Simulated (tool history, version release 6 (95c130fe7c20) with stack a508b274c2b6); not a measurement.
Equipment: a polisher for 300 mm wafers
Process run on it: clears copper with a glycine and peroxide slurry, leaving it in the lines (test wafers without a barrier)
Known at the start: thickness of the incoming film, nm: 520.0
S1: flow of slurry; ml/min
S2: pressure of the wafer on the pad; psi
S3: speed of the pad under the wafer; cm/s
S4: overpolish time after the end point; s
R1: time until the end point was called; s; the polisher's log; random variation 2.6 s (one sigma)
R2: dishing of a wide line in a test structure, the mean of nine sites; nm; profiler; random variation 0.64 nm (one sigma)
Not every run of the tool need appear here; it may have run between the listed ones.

run 1 hour=0 | S1=200 S2=2.7 S3=82 S4=22 | R1=144.44 R2=62.184
run 2 hour=1 | S1=180 S2=2.7 S3=82 S4=22 | R1=146.59 R2=62.85
run 3 hour=9.9 | S1=180 S2=2.5 S3=82 S4=22 | R1=160.82 R2=58.801
run 4 hour=15.7 | S1=225 S2=2.5 S3=82 S4=22 | R1=151.62 R2=60.005
run 5 hour=16.2 | S1=220 S2=2.4 S3=82 S4=22 | R1=154.59 R2=59.186
run 6 hour=21.2 | S1=220 S2=2.4 S3=82 S4=26 | R1=156.11 R2=67.409
run 7 hour=29.8 | S1=220 S2=2.3 S3=82 S4=26 | R1=165.63 R2=65.417
run 8 hour=38 | S1=215 S2=2.2 S3=82 S4=25 | R1=169.97 R2=59.745
run 9 hour=38.6 | S1=195 S2=1.5 S3=80 S4=25 | R1=226.27 R2=45.479
run 10 hour=42.1 | S1=200 S2=1.5 S3=80 S4=25 | R1=231 R2=46.574

Run 11 is up next; what results do you expect?
run 11 hour=46.6 | S1=205 S2=1.5 S3=80 S4=25 | R1=? R2=?

{"run 11": {"R1": 227.6, "R2": 47.058}}
